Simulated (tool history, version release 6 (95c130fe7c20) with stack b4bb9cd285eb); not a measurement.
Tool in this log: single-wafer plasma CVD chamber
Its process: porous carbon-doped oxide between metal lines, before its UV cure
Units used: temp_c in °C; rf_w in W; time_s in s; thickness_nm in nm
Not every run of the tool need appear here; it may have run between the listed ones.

run,hour,temp_c,rf_w,time_s,thickness_nm
1,0.0,325,500,16.9,81.177
2,6.3,325,500,16.1,77.281
3,7.3,325,450,16.1,71.705
4,12.5,329,450,16.1,70.466
5,20.6,329,450,16.1,70.003
6,24.4,329,450,16.1,70.047
7,30.4,332,445,16.1,68.402
8,37.6,334,440,16.1,67.324

What does the tool deliver on the next run?
9,43.4,336,435,16.1,?

Run 9 yielded thickness_nm 65.741 nm.

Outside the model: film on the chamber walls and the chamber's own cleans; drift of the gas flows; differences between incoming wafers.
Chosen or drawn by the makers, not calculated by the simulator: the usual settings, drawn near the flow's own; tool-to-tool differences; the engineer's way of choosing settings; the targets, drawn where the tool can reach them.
